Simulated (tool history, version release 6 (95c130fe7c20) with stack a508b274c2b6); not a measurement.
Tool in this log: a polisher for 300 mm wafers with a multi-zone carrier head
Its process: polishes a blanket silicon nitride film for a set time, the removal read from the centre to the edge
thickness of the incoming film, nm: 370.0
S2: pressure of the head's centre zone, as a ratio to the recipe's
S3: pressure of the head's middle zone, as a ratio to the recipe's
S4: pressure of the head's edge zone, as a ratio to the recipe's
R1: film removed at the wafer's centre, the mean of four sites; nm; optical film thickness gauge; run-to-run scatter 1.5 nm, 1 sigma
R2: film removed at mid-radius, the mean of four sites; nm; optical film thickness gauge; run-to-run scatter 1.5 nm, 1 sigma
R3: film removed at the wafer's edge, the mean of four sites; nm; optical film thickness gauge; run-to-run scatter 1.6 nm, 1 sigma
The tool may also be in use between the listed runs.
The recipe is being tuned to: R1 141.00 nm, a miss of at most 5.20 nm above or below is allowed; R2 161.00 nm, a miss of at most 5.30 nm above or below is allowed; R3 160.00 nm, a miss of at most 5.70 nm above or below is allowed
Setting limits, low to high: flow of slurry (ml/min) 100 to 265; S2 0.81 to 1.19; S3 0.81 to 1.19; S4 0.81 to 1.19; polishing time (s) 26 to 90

run 1 hour=0.0 | flow_of_slurry_(ml/min)=170 S2=1.00 S3=1.00 S4=1.00 polishing_time_(s)=58 | R1=133.52 R2=126.96 R3=131.76
run 2 hour=6.9 | flow_of_slurry_(ml/min)=170 S2=1.04 S3=1.00 S4=1.00 polishing_time_(s)=58 | R1=138.86 R2=127.08 R3=131.68
run 3 hour=10.1 | flow_of_slurry_(ml/min)=180 S2=1.01 S3=1.03 S4=1.04 polishing_time_(s)=59 | R1=138.68 R2=134.23 R3=138.31
run 4 hour=14.9 | flow_of_slurry_(ml/min)=180 S2=1.01 S3=1.03 S4=1.04 polishing_time_(s)=66 | R1=153.85 R2=149.86 R3=152.91
run 5 hour=16.4 | flow_of_slurry_(ml/min)=180 S2=0.99 S3=1.04 S4=1.05 polishing_time_(s)=66 | R1=149.19 R2=148.94 R3=153.35
run 6 hour=23.6 | flow_of_slurry_(ml/min)=180 S2=0.98 S3=1.06 S4=1.06 polishing_time_(s)=66 | R1=149.19 R2=152.37 R3=151.48
run 7 hour=26.0 | flow_of_slurry_(ml/min)=185 S2=0.96 S3=1.07 S4=1.08 polishing_time_(s)=67 | R1=149.30 R2=157.37 R3=159.35
run 8 hour=30.2 | flow_of_slurry_(ml/min)=185 S2=0.95 S3=1.08 S4=1.08 polishing_time_(s)=67 | R1=146.39 R2=156.20 R3=158.40
run 9 hour=33.5 | flow_of_slurry_(ml/min)=185 S2=0.94 S3=1.09 S4=1.08 polishing_time_(s)=67 | R1=145.89 R2=158.57 R3=158.05

Of the 4 settings listed for the next run, only one would bring every result within its allowed miss of target. Which one?
run A hour=36.8 | flow_of_slurry_(ml/min)=185 S2=1.07 S3=1.06 S4=1.11 polishing_time_(s)=65 | R1=? R2=? R3=?
run B hour=36.8 | flow_of_slurry_(ml/min)=185 S2=0.96 S3=1.06 S4=1.14 polishing_time_(s)=65 | R1=? R2=? R3=?
run C hour=36.8 | flow_of_slurry_(ml/min)=110 S2=1.00 S3=1.12 S4=1.13 polishing_time_(s)=69 | R1=? R2=? R3=?
run D hour=36.8 | flow_of_slurry_(ml/min)=215 S2=0.89 S3=1.10 S4=1.10 polishing_time_(s)=67 | R1=? R2=? R3=?

move=A R1=156.21 R2=151.84 R3=156.03
move=B R1=142.25 R2=151.90 R3=158.17
move=C R1=142.03 R2=153.79 R3=157.10
move=D R1=140.54 R2=163.87 R3=162.37
A: misses by more than the last run did
B: brings the last run's worst result on target, with another outside its allowed miss
C: brings the last run's worst result on target, with another outside its allowed miss
D: in spec on every target
Move D is the one to make.
